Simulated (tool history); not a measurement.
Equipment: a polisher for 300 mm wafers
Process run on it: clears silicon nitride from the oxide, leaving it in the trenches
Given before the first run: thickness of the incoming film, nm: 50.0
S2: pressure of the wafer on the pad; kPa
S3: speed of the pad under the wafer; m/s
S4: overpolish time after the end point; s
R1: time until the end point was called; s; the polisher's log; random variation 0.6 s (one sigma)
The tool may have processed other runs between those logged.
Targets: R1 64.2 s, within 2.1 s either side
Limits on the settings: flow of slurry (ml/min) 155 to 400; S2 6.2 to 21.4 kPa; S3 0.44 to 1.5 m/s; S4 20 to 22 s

{"run": 1, "hour": 0.0, "flow of slurry (ml/min)": 255, "S2": 13.8, "S3": 0.96, "S4": 20, "R1": 82.537}
{"run": 2, "hour": 6.9, "flow of slurry (ml/min)": 305, "S2": 13.8, "S3": 0.96, "S4": 20, "R1": 81.183}
{"run": 3, "hour": 14.2, "flow of slurry (ml/min)": 305, "S2": 14.5, "S3": 0.96, "S4": 20, "R1": 76.375}
{"run": 4, "hour": 16.5, "flow of slurry (ml/min)": 305, "S2": 14.5, "S3": 1.08, "S4": 20, "R1": 69.792}
{"run": 5, "hour": 17.9, "flow of slurry (ml/min)": 305, "S2": 14.5, "S3": 0.86, "S4": 20, "R1": 86.487}
{"run": 6, "hour": 25.5, "flow of slurry (ml/min)": 305, "S2": 15.2, "S3": 0.86, "S4": 20, "R1": 82.572}
{"run": 7, "hour": 30.3, "flow of slurry (ml/min)": 305, "S2": 15.9, "S3": 0.86, "S4": 20, "R1": 78.027}
{"run": 8, "hour": 36.7, "flow of slurry (ml/min)": 305, "S2": 16.5, "S3": 0.86, "S4": 20, "R1": 75.366}

Which of these 5 next moves meets every target?
{"run": "A", "hour": 43.1, "flow of slurry (ml/min)": 370, "S2": 16.5, "S3": 1.08, "S4": 22, "R1": "?"}
{"run": "B", "hour": 43.1, "flow of slurry (ml/min)": 400, "S2": 19.3, "S3": 0.86, "S4": 22, "R1": "?"}
{"run": "C", "hour": 43.1, "flow of slurry (ml/min)": 325, "S2": 16.5, "S3": 0.94, "S4": 20, "R1": "?"}
{"run": "D", "hour": 43.1, "flow of slurry (ml/min)": 345, "S2": 17.9, "S3": 0.84, "S4": 22, "R1": "?"}
{"run": "E", "hour": 43.1, "flow of slurry (ml/min)": 310, "S2": 15.9, "S3": 0.76, "S4": 21, "R1": "?"}

move=A R1=59.359
move=B R1=63.327
move=C R1=68.655
move=D R1=70.438
move=E R1=88.249
A: the result that was furthest off in the last run now lies on the other side of its target
B: in spec on every target
C: gains on the last run, yet a result remains outside its allowed miss
D: gains on the last run, yet a result remains outside its allowed miss
E: misses by more than the last run did
B is the move that brings every result within its allowed miss.
